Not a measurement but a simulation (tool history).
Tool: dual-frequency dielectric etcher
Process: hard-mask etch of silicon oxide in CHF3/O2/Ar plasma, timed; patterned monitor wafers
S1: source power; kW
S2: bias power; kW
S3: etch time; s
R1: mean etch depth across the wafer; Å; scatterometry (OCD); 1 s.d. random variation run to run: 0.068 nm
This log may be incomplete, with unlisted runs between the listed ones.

run 1 day=0.000 | S1=0.710 S2=0.123 S3=21 | R1=380.90
run 2 day=0.342 | S1=0.660 S2=0.121 S3=21 | R1=366.53
run 3 day=0.625 | S1=0.620 S2=0.120 S3=21 | R1=357.95
run 4 day=0.829 | S1=0.590 S2=0.119 S3=21 | R1=348.51
run 5 day=1.038 | S1=0.660 S2=0.119 S3=21 | R1=366.36
run 6 day=1.283 | S1=0.660 S2=0.119 S3=21 | R1=366.49

Run 7 is up next; what results do you expect?
run 7 day=1.600 | S1=0.630 S2=0.118 S3=21 | R1=?

{"run 7": {"R1": 358.57}}
